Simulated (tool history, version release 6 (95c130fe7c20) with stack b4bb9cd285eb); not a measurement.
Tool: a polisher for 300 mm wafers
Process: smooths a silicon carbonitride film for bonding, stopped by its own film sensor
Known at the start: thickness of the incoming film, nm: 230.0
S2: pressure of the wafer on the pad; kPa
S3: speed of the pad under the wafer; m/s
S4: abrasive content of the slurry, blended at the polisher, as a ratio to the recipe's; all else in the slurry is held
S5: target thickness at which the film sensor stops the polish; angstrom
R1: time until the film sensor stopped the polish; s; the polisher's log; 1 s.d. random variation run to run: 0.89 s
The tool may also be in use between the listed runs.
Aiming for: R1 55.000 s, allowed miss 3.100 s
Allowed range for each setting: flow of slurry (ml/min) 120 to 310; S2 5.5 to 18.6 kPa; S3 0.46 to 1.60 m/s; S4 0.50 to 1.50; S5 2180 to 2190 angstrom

{"run": 1, "hour": 0.0, "flow of slurry (ml/min)": 200, "S2": 11.7, "S3": 1.02, "S4": 1.0, "S5": 2180, "R1": 70.084}
{"run": 2, "hour": 8.7, "flow of slurry (ml/min)": 200, "S2": 11.7, "S3": 0.92, "S4": 1.0, "S5": 2180, "R1": 72.155}
{"run": 3, "hour": 12.4, "flow of slurry (ml/min)": 150, "S2": 11.7, "S3": 0.92, "S4": 1.0, "S5": 2180, "R1": 77.632}
{"run": 4, "hour": 21.2, "flow of slurry (ml/min)": 130, "S2": 11.7, "S3": 0.92, "S4": 1.0, "S5": 2180, "R1": 81.332}
{"run": 5, "hour": 26.2, "flow of slurry (ml/min)": 130, "S2": 11.7, "S3": 0.92, "S4": 1.15, "S5": 2180, "R1": 76.319}
{"run": 6, "hour": 31.2, "flow of slurry (ml/min)": 130, "S2": 11.7, "S3": 0.7, "S4": 1.15, "S5": 2180, "R1": 95.828}
{"run": 7, "hour": 38.6, "flow of slurry (ml/min)": 130, "S2": 15.2, "S3": 0.76, "S4": 1.15, "S5": 2180, "R1": 70.564}
{"run": 8, "hour": 47.0, "flow of slurry (ml/min)": 135, "S2": 15.9, "S3": 0.76, "S4": 1.15, "S5": 2180, "R1": 65.324}
{"run": 9, "hour": 53.7, "flow of slurry (ml/min)": 140, "S2": 15.9, "S3": 0.76, "S4": 1.15, "S5": 2180, "R1": 64.48}

Exactly one of the 5 candidate moves below puts every result within its allowed miss. Which one?
{"run": "A", "hour": 60.4, "flow of slurry (ml/min)": 145, "S2": 14.5, "S3": 0.66, "S4": 1.1, "S5": 2180, "R1": "?"}
{"run": "B", "hour": 60.4, "flow of slurry (ml/min)": 140, "S2": 16.5, "S3": 0.78, "S4": 1.15, "S5": 2190, "R1": "?"}
{"run": "C", "hour": 60.4, "flow of slurry (ml/min)": 175, "S2": 13.8, "S3": 0.94, "S4": 1.1, "S5": 2180, "R1": "?"}
{"run": "D", "hour": 60.4, "flow of slurry (ml/min)": 140, "S2": 15.9, "S3": 0.74, "S4": 1.2, "S5": 2180, "R1": "?"}
{"run": "E", "hour": 60.4, "flow of slurry (ml/min)": 150, "S2": 15.9, "S3": 0.9, "S4": 1.3, "S5": 2190, "R1": "?"}

move=A R1=79.634
move=B R1=55.633
move=C R1=60.558
move=D R1=64.493
move=E R1=48.016
A: its largest miss is bigger than the last run's
B: every result within its allowed miss
C: nearer than the last run, and not there yet
D: about as far from the targets as the last run
E: moves the result that the last run missed by most past its target, out the other side
The move that meets every target is B.

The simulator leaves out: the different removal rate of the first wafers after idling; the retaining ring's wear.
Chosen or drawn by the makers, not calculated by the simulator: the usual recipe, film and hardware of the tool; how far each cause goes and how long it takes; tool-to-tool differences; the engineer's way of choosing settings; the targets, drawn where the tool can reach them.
